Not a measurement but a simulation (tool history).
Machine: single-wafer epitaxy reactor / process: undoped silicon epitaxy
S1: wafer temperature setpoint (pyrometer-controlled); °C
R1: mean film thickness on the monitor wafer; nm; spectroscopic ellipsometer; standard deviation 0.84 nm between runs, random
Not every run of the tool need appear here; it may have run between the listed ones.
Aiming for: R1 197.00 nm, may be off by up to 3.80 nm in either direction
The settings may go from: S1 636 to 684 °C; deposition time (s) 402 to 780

{"run": 1, "hour": 0.0, "S1": 660, "deposition time (s)": 591, "R1": 126.7}
{"run": 2, "hour": 9.1, "S1": 660, "deposition time (s)": 647, "R1": 138.66}
{"run": 3, "hour": 14.7, "S1": 660, "deposition time (s)": 567, "R1": 121.3}
{"run": 4, "hour": 23.6, "S1": 663, "deposition time (s)": 568, "R1": 129.51}
{"run": 5, "hour": 26.6, "S1": 665, "deposition time (s)": 568, "R1": 133.32}
{"run": 6, "hour": 29.8, "S1": 675, "deposition time (s)": 568, "R1": 160.94}
{"run": 7, "hour": 31.0, "S1": 676, "deposition time (s)": 571, "R1": 163.68}
{"run": 8, "hour": 36.4, "S1": 677, "deposition time (s)": 574, "R1": 169.28}
{"run": 9, "hour": 41.5, "S1": 678, "deposition time (s)": 575, "R1": 172.01}
{"run": 10, "hour": 49.2, "S1": 679, "deposition time (s)": 577, "R1": 175.29}
{"run": 11, "hour": 54.3, "S1": 680, "deposition time (s)": 579, "R1": 179.02}

Which of these 4 next moves meets every target?
{"run": "A", "hour": 59.4, "S1": 684, "deposition time (s)": 588, "R1": "?"}
{"run": "B", "hour": 59.4, "S1": 683, "deposition time (s)": 626, "R1": "?"}
{"run": "C", "hour": 59.4, "S1": 684, "deposition time (s)": 611, "R1": "?"}
{"run": "D", "hour": 59.4, "S1": 684, "deposition time (s)": 614, "R1": "?"}

move=A R1=194.94
move=B R1=203.84
move=C R1=202.56
move=D R1=203.55
A: each result inside its tolerance
B: the result that was furthest off in the last run now lies on the other side of its target
C: the result that was furthest off in the last run now lies on the other side of its target
D: the result that was furthest off in the last run now lies on the other side of its target
The right move is A.

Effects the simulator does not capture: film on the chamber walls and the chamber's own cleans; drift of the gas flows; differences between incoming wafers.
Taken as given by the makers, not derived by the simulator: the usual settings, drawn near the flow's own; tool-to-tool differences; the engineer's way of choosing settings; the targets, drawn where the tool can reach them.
